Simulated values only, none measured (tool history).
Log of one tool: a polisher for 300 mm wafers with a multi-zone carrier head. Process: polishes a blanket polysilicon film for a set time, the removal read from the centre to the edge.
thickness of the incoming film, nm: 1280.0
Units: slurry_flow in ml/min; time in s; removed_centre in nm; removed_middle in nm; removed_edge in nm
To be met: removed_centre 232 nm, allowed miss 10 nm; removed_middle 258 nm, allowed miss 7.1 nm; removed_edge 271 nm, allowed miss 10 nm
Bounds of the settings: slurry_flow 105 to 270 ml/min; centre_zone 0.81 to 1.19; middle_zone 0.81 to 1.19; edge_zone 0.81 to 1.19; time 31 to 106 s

run,day,slurry_flow,centre_zone,middle_zone,edge_zone,time,removed_centre,removed_middle,removed_edge
1,0,175,1,1,1,68,413.43,421.38,421.21
2,0.238,215,1,1,1,68,420.61,437.26,440.5
3,0.554,210,0.98,0.99,0.99,65,396.16,419.33,421.49
4,0.892,200,0.96,0.98,0.98,62,372.29,383.59,392.21
5,1.183,200,0.94,0.98,0.98,59,346.16,366.53,374.36
6,1.354,200,0.94,1.03,0.98,59,339.01,386.91,375.64
7,1.421,195,0.93,1.02,0.98,57,325.6,367.81,362.45
8,1.55,190,0.92,1.01,0.97,55,308.35,352.32,343.52
9,1.679,140,0.82,0.91,0.87,47,218.72,256.1,270.19

Which of these 4 next moves meets every target?
A,1.808,130,0.89,0.94,0.88,47,?,?,?
B,1.808,105,0.86,0.89,0.96,53,?,?,?
C,1.808,105,0.81,0.97,0.89,49,?,?,?
D,1.808,150,0.81,0.96,0.84,45,?,?,?

move,removed_centre,removed_middle,removed_edge
A,229.78,256.29,268.14
B,232.03,258.86,298.16
C,202.05,257.23,268.84
D,209.02,259.52,259.64
A: meets every target
B: brings the result that was furthest off to its target, and leaves another outside
C: further off than the last run
D: further off than the last run
The right move is A.
